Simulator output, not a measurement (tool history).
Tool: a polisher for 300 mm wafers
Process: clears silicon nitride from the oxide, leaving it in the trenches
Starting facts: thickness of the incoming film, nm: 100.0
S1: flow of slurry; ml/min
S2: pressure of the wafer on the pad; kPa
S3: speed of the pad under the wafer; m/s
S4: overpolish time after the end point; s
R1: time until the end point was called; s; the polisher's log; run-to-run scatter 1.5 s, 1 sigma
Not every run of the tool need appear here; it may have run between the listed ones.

run,day,S1,S2,S3,S4,R1
1,0.000,310,17.9,1.16,5,136.11
2,0.058,310,17.2,1.16,5,139.20
3,0.375,310,17.2,1.16,5,138.99
4,0.442,310,16.5,1.16,5,147.56
5,0.671,385,16.5,1.16,5,144.76
6,1.042,385,15.9,1.16,5,149.84
7,1.275,385,15.2,1.16,5,157.69
8,1.392,385,14.5,1.16,5,163.83

Forecast run 9:
9,1.600,380,13.1,1.16,5,?

{"run 9": {"R1": 182.58}}
